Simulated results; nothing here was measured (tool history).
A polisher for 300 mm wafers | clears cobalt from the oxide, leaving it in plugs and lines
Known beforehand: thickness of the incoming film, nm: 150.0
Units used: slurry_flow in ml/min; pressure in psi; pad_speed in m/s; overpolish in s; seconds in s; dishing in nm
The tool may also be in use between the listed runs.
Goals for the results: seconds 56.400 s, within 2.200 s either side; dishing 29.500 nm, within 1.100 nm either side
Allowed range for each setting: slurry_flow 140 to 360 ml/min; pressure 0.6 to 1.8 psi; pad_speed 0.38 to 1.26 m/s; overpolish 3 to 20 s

run	day	slurry_flow	pressure	pad_speed	overpolish	seconds	dishing
1	0.000	230	1.2	0.82	10	60.149	20.153
2	0.362	230	1.0	0.82	10	68.651	18.286
3	0.683	225	1.1	0.82	11	64.008	20.738
4	0.925	225	1.1	0.96	11	55.390	23.530
5	1.229	225	0.8	0.96	11	67.690	20.501
6	1.292	225	0.7	0.96	11	72.453	19.020
7	1.317	220	0.8	0.96	12	67.411	21.705
# day 1.512: worn pad replaced by a new one
8	1.512	220	0.9	0.96	13	58.424	25.333
9	1.683	220	0.9	0.96	14	58.234	27.536

4 next moves are on the table. One of them brings every result within its allowed miss. Which?
A	1.854	240	0.9	0.98	15	?	?
B	1.854	235	0.7	1.00	16	?	?
C	1.854	240	0.7	1.08	14	?	?
D	1.854	205	1.0	0.90	13	?	?

move	seconds	dishing
A	56.366	29.844
B	63.587	28.665
C	58.832	27.471
D	58.763	25.975
A: all results in spec
B: the furthest-off result lands on target, but another misses its tolerance
C: about the same distance from the targets as the last run
D: lands further from the targets than the last run did
Correct choice: A, which meets every target
